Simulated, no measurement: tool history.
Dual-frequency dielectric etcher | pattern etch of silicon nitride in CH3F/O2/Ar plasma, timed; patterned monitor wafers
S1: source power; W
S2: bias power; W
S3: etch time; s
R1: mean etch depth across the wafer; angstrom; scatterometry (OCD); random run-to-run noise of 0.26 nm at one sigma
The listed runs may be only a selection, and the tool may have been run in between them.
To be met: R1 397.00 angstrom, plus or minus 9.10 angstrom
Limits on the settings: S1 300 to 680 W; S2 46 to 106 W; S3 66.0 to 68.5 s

| run | hour | S1 | S2 | S3 | R1 |
|---|---|---|---|---|---|
| 1 | 0.0 | 490 | 76 | 66.0 | 482.47 |
| 2 | 3.2 | 490 | 63 | 66.0 | 444.93 |
| 3 | 6.2 | 460 | 62 | 66.0 | 445.00 |
| 4 | 8.1 | 460 | 73 | 66.0 | 461.73 |
| 5 | 12.1 | 460 | 73 | 68.5 | 489.29 |
| 6 | 18.4 | 460 | 73 | 66.0 | 464.27 |
| 7 | 21.0 | 430 | 70 | 66.0 | 447.74 |
| 8 | 28.0 | 430 | 70 | 66.0 | 449.74 |
| 9 | 33.9 | 410 | 67 | 66.0 | 435.12 |
| 10 | 37.3 | 390 | 66 | 66.0 | 425.16 |
| 11 | 43.7 | 370 | 65 | 66.0 | 411.94 |

Which single option among these 5 for the next run brings every result within its allowed miss of target? Just one does.
| A | 50.1 | 380 | 64 | 66.0 | ? |
| B | 50.1 | 300 | 58 | 66.0 | ? |
| C | 50.1 | 350 | 52 | 66.0 | ? |
| D | 50.1 | 320 | 59 | 66.0 | ? |
| E | 50.1 | 360 | 60 | 66.0 | ? |

| move | R1 |
|---|---|
| A | 420.16 |
| B | 376.37 |
| C | 379.11 |
| D | 386.32 |
| E | 403.23 |
A: lands further from the targets than the last run did
B: moves the result that the last run missed by most past its target, out the other side
C: moves the result that the last run missed by most past its target, out the other side
D: moves the result that the last run missed by most past its target, out the other side
E: every result within its allowed miss
So the answer is move E, the one that meets all the targets.

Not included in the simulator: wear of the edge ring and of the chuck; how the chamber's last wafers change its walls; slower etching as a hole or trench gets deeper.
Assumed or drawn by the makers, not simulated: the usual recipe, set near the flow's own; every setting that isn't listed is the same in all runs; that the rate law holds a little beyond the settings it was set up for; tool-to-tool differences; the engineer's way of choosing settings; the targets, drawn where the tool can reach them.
